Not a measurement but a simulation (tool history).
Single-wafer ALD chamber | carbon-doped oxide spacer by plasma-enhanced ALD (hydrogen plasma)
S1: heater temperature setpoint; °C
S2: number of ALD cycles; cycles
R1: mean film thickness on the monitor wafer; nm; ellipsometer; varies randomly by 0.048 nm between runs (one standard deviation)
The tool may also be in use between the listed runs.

{"run": 1, "hour": 0.0, "S1": 375, "S2": 241, "R1": 12.055}
{"run": 2, "hour": 6.5, "S1": 383, "S2": 241, "R1": 12.059}
{"run": 3, "hour": 13.7, "S1": 383, "S2": 254, "R1": 12.922}
{"run": 4, "hour": 18.4, "S1": 383, "S2": 246, "R1": 12.497}
{"run": 5, "hour": 21.5, "S1": 383, "S2": 239, "R1": 12.072}
{"run": 6, "hour": 25.7, "S1": 383, "S2": 233, "R1": 11.719}
{"run": 7, "hour": 30.4, "S1": 383, "S2": 229, "R1": 11.54}
{"run": 8, "hour": 33.7, "S1": 383, "S2": 225, "R1": 11.406}

What will run 9 give?
{"run": 9, "hour": 39.5, "S1": 383, "S2": 221, "R1": "?"}

R1: 11.141 nm
